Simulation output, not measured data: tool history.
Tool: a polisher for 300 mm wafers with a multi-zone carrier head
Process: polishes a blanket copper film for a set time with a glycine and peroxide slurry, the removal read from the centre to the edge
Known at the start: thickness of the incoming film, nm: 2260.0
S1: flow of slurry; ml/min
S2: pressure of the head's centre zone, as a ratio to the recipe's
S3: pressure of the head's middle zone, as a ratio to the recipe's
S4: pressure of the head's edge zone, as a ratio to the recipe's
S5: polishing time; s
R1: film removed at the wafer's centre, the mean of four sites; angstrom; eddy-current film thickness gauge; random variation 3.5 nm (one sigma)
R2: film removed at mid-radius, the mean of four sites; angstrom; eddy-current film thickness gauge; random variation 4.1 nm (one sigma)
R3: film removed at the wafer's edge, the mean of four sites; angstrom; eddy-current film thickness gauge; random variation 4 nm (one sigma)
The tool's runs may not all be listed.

{"run": 1, "hour": 0.0, "S1": 280, "S2": 1, "S3": 1, "S4": 1, "S5": 89, "R1": 4268.6, "R2": 4263.8, "R3": 4199.3}
{"run": 2, "hour": 4.2, "S1": 280, "S2": 1, "S3": 0.97, "S4": 0.98, "S5": 84, "R1": 4030.4, "R2": 3883, "R3": 3943.5}
{"run": 3, "hour": 4.8, "S1": 280, "S2": 1, "S3": 0.89, "S4": 0.98, "S5": 84, "R1": 3996.2, "R2": 3651.3, "R3": 3964}
{"run": 4, "hour": 13.3, "S1": 280, "S2": 1, "S3": 0.89, "S4": 0.98, "S5": 64, "R1": 3064.8, "R2": 2831.7, "R3": 3060.6}
{"run": 5, "hour": 21.4, "S1": 305, "S2": 1, "S3": 0.89, "S4": 0.98, "S5": 64, "R1": 3068.4, "R2": 2794.3, "R3": 3012.1}
{"run": 6, "hour": 24.0, "S1": 305, "S2": 1, "S3": 0.89, "S4": 0.91, "S5": 64, "R1": 3034, "R2": 2808.5, "R3": 2931.9}

The next listed run, before its measurement:
{"run": 7, "hour": 24.6, "S1": 305, "S2": 1.01, "S3": 0.89, "S4": 0.93, "S5": 65, "R1": "?", "R2": "?", "R3": "?"}

Run 7 gave R1 3203.7 angstrom, R2 2873.9 angstrom, R3 2967 angstrom.
